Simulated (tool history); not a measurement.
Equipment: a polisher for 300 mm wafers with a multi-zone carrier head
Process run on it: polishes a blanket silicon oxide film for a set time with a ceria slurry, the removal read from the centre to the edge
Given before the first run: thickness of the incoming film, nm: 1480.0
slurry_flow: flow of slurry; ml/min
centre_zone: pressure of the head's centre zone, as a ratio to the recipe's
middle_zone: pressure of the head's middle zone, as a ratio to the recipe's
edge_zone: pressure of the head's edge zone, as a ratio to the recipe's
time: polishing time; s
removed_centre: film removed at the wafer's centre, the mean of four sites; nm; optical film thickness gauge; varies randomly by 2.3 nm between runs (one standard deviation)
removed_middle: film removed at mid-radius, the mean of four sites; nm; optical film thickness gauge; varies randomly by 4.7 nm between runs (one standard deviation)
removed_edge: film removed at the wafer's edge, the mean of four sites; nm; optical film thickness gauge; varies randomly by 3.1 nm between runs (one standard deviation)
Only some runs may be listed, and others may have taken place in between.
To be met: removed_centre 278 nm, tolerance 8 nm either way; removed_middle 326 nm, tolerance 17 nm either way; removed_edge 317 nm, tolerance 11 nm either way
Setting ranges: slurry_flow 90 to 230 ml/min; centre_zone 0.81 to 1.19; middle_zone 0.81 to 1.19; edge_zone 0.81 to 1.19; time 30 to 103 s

| run | hour | slurry_flow | centre_zone | middle_zone | edge_zone | time | removed_centre | removed_middle | removed_edge |
|---|---|---|---|---|---|---|---|---|---|
| 1 | 0 | 150 | 1 | 1 | 1 | 66 | 341.55 | 330.86 | 307.21 |
| 2 | 3.6 | 145 | 0.98 | 1 | 1.01 | 66 | 323.34 | 322.79 | 310.88 |
| 3 | 4.5 | 145 | 0.98 | 1 | 1.01 | 74 | 369.43 | 364.02 | 352.34 |
| 4 | 8.3 | 140 | 0.96 | 1 | 1 | 74 | 358.02 | 358.31 | 349.32 |
| 5 | 9 | 140 | 0.96 | 0.95 | 1 | 74 | 353.81 | 349.62 | 338.53 |
| 6 | 13.8 | 135 | 0.94 | 0.95 | 0.99 | 74 | 348.18 | 351.95 | 343.16 |
| 7 | 17.5 | 130 | 0.93 | 0.95 | 0.98 | 74 | 341.77 | 335.78 | 341.94 |
| 8 | 23 | 110 | 0.83 | 1.05 | 0.94 | 70 | 275.23 | 340.05 | 305.74 |

Of the 4 settings listed for the next run, only one would bring every result within its allowed miss of target. Which one?
| A | 28.5 | 110 | 0.82 | 0.97 | 0.96 | 72 | ? | ? | ? |
| B | 28.5 | 150 | 0.85 | 1.03 | 0.93 | 64 | ? | ? | ? |
| C | 28.5 | 100 | 0.87 | 1.04 | 0.9 | 75 | ? | ? | ? |
| D | 28.5 | 125 | 0.88 | 1.07 | 1.02 | 64 | ? | ? | ? |

| move | removed_centre | removed_middle | removed_edge |
|---|---|---|---|
| A | 271.91 | 326.45 | 314.67 |
| B | 273.06 | 328.89 | 290.37 |
| C | 291.03 | 350.43 | 312.16 |
| D | 270.04 | 326.06 | 293.97 |
A: every result lands within tolerance
B: lands further from the targets than the last run did
C: meets the target for the result that was furthest off, but another lies outside its allowed miss
D: lands further from the targets than the last run did
Go with A: it meets all targets.
